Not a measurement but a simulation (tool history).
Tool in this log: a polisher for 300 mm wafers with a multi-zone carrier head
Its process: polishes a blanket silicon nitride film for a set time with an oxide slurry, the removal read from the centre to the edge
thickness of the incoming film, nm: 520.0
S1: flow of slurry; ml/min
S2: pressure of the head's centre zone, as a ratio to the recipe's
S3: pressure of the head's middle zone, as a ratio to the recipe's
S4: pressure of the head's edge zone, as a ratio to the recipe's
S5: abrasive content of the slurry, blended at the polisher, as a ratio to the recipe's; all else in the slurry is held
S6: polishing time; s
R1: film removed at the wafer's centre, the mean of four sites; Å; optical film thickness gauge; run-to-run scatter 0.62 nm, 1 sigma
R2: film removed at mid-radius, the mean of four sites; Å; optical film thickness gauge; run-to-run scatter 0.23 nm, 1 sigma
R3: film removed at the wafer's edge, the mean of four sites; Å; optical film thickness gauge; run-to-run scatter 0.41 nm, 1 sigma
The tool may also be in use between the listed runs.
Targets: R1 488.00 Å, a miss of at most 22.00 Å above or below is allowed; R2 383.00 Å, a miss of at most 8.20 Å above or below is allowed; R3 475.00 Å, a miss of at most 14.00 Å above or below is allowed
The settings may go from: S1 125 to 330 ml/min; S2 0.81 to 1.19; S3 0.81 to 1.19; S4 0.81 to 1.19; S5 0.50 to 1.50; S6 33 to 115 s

run	hour	S1	S2	S3	S4	S5	S6	R1	R2	R3
1	0.0	210	1.00	1.00	1.00	1.00	73	477.70	456.65	471.66
2	8.8	210	1.00	0.94	1.00	1.00	73	463.59	431.60	477.44
3	9.9	200	1.02	0.92	1.00	1.00	73	469.27	420.90	469.19
4	13.7	200	1.02	0.92	1.00	1.00	58	373.99	337.22	367.84
5	22.3	200	1.02	0.92	1.07	1.00	58	370.87	336.37	384.60
6	24.5	200	1.02	0.92	1.07	1.00	74	477.92	432.08	496.29
7	25.2	195	1.03	0.90	1.07	1.00	74	473.73	419.61	482.53
8	27.2	190	1.04	0.89	1.08	1.00	74	481.52	413.41	487.76
9	36.1	145	1.08	0.83	1.05	1.00	74	469.41	367.43	464.08
10	37.0	150	1.08	0.83	1.05	1.00	74	476.82	372.44	476.07

5 candidate next runs follow, results not yet known. Just one meets every target within its allowed miss. Identify it.
A	37.9	155	1.13	0.81	1.09	1.15	69	?	?	?
B	37.9	130	1.08	0.81	1.09	0.95	79	?	?	?
C	37.9	145	1.14	0.85	1.07	1.00	75	?	?	?
D	37.9	165	1.19	0.83	1.06	0.90	74	?	?	?
E	37.9	130	1.15	0.90	1.06	0.85	78	?	?	?

move	R1	R2	R3
A	493.43	369.58	476.32
B	470.18	367.51	479.52
C	495.06	382.63	472.68
D	492.45	359.47	446.77
E	458.20	368.80	437.11
A: the biggest miss grows against the last run
B: the biggest miss grows against the last run
C: every result within its allowed miss
D: the biggest miss grows against the last run
E: the biggest miss grows against the last run
So the answer is move C, the one that meets all the targets.

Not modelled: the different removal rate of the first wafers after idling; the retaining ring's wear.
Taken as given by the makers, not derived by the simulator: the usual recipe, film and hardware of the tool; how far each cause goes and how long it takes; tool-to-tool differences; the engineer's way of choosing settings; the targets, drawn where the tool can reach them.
